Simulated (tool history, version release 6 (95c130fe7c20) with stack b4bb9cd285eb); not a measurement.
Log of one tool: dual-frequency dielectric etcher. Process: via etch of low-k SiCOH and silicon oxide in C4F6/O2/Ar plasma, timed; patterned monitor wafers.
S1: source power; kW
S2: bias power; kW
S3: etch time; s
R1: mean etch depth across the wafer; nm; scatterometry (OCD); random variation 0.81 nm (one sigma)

| run | day | S1 | S2 | S3 | R1 |
|---|---|---|---|---|---|
| 1 | 0 | 0.44 | 0.199 | 35.5 | 111.98 |
| 2 | 0.188 | 0.44 | 0.164 | 35.5 | 103.55 |
| 3 | 0.325 | 0.44 | 0.164 | 32 | 93.611 |
| 4 | 0.412 | 0.44 | 0.164 | 35.5 | 104.39 |
| 5 | 0.558 | 0.46 | 0.166 | 35.5 | 108.49 |
| 6 | 0.883 | 0.46 | 0.166 | 32 | 97.047 |
| 7 | 1.212 | 0.46 | 0.166 | 32 | 96.488 |
| 8 | 1.467 | 0.48 | 0.173 | 32 | 98.801 |

Forecast run 9:
| 9 | 1.5 | 0.49 | 0.183 | 32 | ? |

{"run 9": {"R1": 102.54}}

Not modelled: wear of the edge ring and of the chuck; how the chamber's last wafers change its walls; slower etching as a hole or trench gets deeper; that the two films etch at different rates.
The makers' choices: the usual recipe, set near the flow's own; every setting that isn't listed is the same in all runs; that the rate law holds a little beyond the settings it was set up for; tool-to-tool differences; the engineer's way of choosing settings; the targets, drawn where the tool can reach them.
